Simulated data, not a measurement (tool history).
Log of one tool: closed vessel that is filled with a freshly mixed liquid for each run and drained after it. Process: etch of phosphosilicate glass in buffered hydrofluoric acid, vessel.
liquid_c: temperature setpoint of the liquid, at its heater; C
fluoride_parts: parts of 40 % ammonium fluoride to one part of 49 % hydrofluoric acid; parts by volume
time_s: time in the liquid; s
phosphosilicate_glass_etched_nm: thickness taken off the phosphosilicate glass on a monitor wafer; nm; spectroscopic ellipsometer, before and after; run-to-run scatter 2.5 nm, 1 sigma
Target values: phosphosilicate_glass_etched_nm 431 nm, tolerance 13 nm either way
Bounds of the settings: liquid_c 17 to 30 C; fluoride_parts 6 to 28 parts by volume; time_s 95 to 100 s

run  hour  liquid_c  fluoride_parts  time_s  phosphosilicate_glass_etched_nm
  1     0        22              17      95                           167.06
  2   0.9      24.5            14.5      95                            222.7
  3   3.3        22            14.5      95                           196.26
  4   3.9        22              12      95                           237.56
  5  10.5      24.5              11      95                           291.33
  6    11      24.5              11     100                           307.34
  7  17.7        26            10.5     100                           351.28
  8  20.6        27            10.5     100                           372.16
  9  27.3        27            10.5     100                           372.83
 10  29.5        28            10.5     100                           395.31
 11  35.3      28.5            10.5     100                            403.3
 12  41.9        29            10.5     100                           407.71

Next run, 4 choices. One meets every target within its allowed miss, the rest don't. Which?
  A  48.5        30              12     100                                ?
  B  48.5        30            11.5     100                                ?
  C  48.5        30            10.5     100                                ?
  D  48.5        29              11      95                                ?

move  phosphosilicate_glass_etched_nm
   A                           383.35
   B                            399.6
   C                           436.59
   D                           376.09
A: further off than the last run
B: further off than the last run
C: each result inside its tolerance
D: further off than the last run
Move C is the one to make.
